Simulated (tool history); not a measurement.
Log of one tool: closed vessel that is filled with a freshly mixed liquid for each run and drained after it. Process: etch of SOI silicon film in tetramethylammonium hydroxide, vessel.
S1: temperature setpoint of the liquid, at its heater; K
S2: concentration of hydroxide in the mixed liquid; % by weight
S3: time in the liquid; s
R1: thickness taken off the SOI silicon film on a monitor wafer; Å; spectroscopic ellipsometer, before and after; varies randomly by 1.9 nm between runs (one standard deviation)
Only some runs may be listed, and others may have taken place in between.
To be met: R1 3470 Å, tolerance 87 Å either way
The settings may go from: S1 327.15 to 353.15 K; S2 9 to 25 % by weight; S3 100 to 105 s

run 1 day=0 | S1=340.15 S2=18 S3=100 | R1=4912.9
run 2 day=0.029 | S1=339.15 S2=18 S3=100 | R1=4646.8
run 3 day=0.212 | S1=338.15 S2=18 S3=100 | R1=4353.2
run 4 day=0.242 | S1=338.15 S2=18 S3=100 | R1=4349.8
run 5 day=0.562 | S1=338.15 S2=18 S3=100 | R1=4318.6
run 6 day=0.9 | S1=338.15 S2=19.5 S3=100 | R1=4241.9
run 7 day=1.167 | S1=338.15 S2=19.5 S3=100 | R1=4230.1
run 8 day=1.196 | S1=337.65 S2=19.5 S3=100 | R1=4067
run 9 day=1.492 | S1=337.15 S2=19.5 S3=100 | R1=3952.6
run 10 day=1.688 | S1=336.65 S2=19.5 S3=100 | R1=3803.5
run 11 day=1.775 | S1=335.65 S2=19.5 S3=100 | R1=3621.4

Which single option among these 5 for the next run brings every result within its allowed miss of target? Just one does.
run A day=1.862 | S1=336.15 S2=22 S3=105 | R1=?
run B day=1.862 | S1=335.65 S2=20 S3=105 | R1=?
run C day=1.862 | S1=334.65 S2=19 S3=105 | R1=?
run D day=1.862 | S1=335.15 S2=19.5 S3=100 | R1=?
run E day=1.862 | S1=336.15 S2=19.5 S3=100 | R1=?

move=A R1=3702.6
move=B R1=3769
move=C R1=3628.9
move=D R1=3522.6
move=E R1=3744.1
A: further off than the last run
B: further off than the last run
C: no better and no worse than the last run
D: in spec on every target
E: further off than the last run
Go with D: it meets all targets.
